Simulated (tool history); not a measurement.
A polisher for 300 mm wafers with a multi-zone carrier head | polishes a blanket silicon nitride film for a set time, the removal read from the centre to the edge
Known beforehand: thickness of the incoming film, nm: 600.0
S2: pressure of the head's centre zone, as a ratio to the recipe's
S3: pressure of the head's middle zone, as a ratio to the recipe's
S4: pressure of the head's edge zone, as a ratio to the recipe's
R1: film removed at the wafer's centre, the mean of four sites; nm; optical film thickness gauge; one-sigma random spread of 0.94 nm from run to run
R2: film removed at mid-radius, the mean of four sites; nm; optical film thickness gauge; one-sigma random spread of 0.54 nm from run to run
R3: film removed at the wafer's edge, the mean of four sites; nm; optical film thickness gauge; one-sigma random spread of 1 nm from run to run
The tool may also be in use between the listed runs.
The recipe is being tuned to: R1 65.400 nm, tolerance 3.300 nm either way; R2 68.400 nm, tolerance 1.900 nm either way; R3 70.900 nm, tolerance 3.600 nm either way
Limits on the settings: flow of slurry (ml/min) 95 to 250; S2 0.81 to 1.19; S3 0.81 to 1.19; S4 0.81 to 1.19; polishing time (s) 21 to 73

{"run": 1, "day": 0.0, "flow of slurry (ml/min)": 160, "S2": 1.0, "S3": 1.0, "S4": 1.0, "polishing time (s)": 47, "R1": 78.198, "R2": 78.259, "R3": 78.805}
{"run": 2, "day": 0.254, "flow of slurry (ml/min)": 155, "S2": 0.99, "S3": 0.99, "S4": 0.99, "polishing time (s)": 47, "R1": 74.57, "R2": 77.705, "R3": 74.377}
{"run": 3, "day": 0.283, "flow of slurry (ml/min)": 150, "S2": 0.99, "S3": 0.98, "S4": 1.0, "polishing time (s)": 47, "R1": 74.83, "R2": 75.959, "R3": 76.217}
{"run": 4, "day": 0.4, "flow of slurry (ml/min)": 145, "S2": 0.98, "S3": 0.97, "S4": 1.0, "polishing time (s)": 47, "R1": 74.334, "R2": 74.759, "R3": 75.766}
{"run": 5, "day": 0.442, "flow of slurry (ml/min)": 145, "S2": 1.06, "S3": 0.97, "S4": 1.0, "polishing time (s)": 47, "R1": 80.459, "R2": 74.92, "R3": 77.283}
{"run": 6, "day": 0.762, "flow of slurry (ml/min)": 175, "S2": 1.06, "S3": 0.97, "S4": 1.0, "polishing time (s)": 47, "R1": 82.422, "R2": 76.54, "R3": 77.031}
{"run": 7, "day": 0.846, "flow of slurry (ml/min)": 170, "S2": 1.04, "S3": 0.96, "S4": 1.0, "polishing time (s)": 47, "R1": 80.253, "R2": 75.25, "R3": 77.626}
{"run": 8, "day": 1.058, "flow of slurry (ml/min)": 165, "S2": 1.02, "S3": 0.95, "S4": 1.0, "polishing time (s)": 47, "R1": 77.463, "R2": 74.988, "R3": 76.868}
{"run": 9, "day": 1.25, "flow of slurry (ml/min)": 160, "S2": 1.01, "S3": 0.94, "S4": 1.0, "polishing time (s)": 47, "R1": 78.045, "R2": 74.37, "R3": 76.567}
{"run": 10, "day": 1.442, "flow of slurry (ml/min)": 130, "S2": 0.91, "S3": 0.91, "S4": 0.98, "polishing time (s)": 44, "R1": 62.186, "R2": 65.911, "R3": 68.971}

Consider the 4 candidate settings below. Which is the only one whose results all fall within their allowed miss of target?
{"run": "A", "day": 1.633, "flow of slurry (ml/min)": 225, "S2": 0.89, "S3": 0.91, "S4": 0.95, "polishing time (s)": 43, "R1": "?", "R2": "?", "R3": "?"}
{"run": "B", "day": 1.633, "flow of slurry (ml/min)": 160, "S2": 1.13, "S3": 0.91, "S4": 0.92, "polishing time (s)": 41, "R1": "?", "R2": "?", "R3": "?"}
{"run": "C", "day": 1.633, "flow of slurry (ml/min)": 95, "S2": 0.95, "S3": 0.81, "S4": 1.09, "polishing time (s)": 47, "R1": "?", "R2": "?", "R3": "?"}
{"run": "D", "day": 1.633, "flow of slurry (ml/min)": 105, "S2": 0.98, "S3": 1.01, "S4": 0.84, "polishing time (s)": 44, "R1": "?", "R2": "?", "R3": "?"}

move=A R1=66.936 R2=69.494 R3=71.603
move=B R1=77.205 R2=63.290 R3=65.172
move=C R1=67.200 R2=61.085 R3=75.755
move=D R1=66.399 R2=68.637 R3=64.086
A: meets every target
B: its largest miss is bigger than the last run's
C: its largest miss is bigger than the last run's
D: the worst result of the last run now meets its target, but another is out of spec
The right move is A.
